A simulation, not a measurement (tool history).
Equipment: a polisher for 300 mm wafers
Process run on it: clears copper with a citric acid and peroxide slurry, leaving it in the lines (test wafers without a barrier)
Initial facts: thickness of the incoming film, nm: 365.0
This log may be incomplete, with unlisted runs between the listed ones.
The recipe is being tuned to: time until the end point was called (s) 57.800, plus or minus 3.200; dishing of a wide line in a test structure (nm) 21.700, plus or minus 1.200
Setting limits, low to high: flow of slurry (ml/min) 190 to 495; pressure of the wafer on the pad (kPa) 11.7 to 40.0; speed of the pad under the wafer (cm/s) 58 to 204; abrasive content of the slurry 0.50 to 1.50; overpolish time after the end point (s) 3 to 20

run,hour,flow of slurry (ml/min),pressure of the wafer on the pad (kPa),speed of the pad under the wafer (cm/s),abrasive content of the slurry,overpolish time after the end point (s),time until the end point was called (s),dishing of a wide line in a test structure (nm)
1,0.0,320,25.5,130,1.00,10,114.330,22.051
2,5.1,320,25.5,152,1.00,10,98.827,24.825
3,6.5,320,29.0,154,1.00,8,84.924,23.344
4,10.0,320,31.7,156,1.00,7,79.819,21.776
5,11.4,320,31.7,156,1.00,11,79.003,32.539
6,19.9,320,33.8,158,1.00,9,75.062,29.894
7,25.6,320,35.2,162,1.00,7,71.945,24.555
8,29.3,320,36.5,166,1.00,6,67.145,23.083
9,36.8,320,37.2,170,1.00,6,64.369,22.823
10,44.5,320,37.9,172,1.00,6,61.424,24.423
11,46.6,320,38.6,174,1.00,6,61.500,24.476
12,48.6,320,38.6,176,1.00,6,60.040,25.189

Which of these 4 next moves meets every target?
A,50.6,315,39.3,180,1.05,5,?,?
B,50.6,190,35.9,190,1.00,8,?,?
C,50.6,235,39.3,158,1.50,8,?,?
D,50.6,330,37.2,164,1.05,6,?,?

move,time until the end point was called (s),dishing of a wide line in a test structure (nm)
A,55.395,21.978
B,60.693,31.123
C,58.005,32.511
D,63.345,22.971
A: all results land within tolerance of their targets
B: the biggest miss grows against the last run
C: the biggest miss grows against the last run
D: closer than the last run, but not yet in spec
Go with A: it meets all targets.
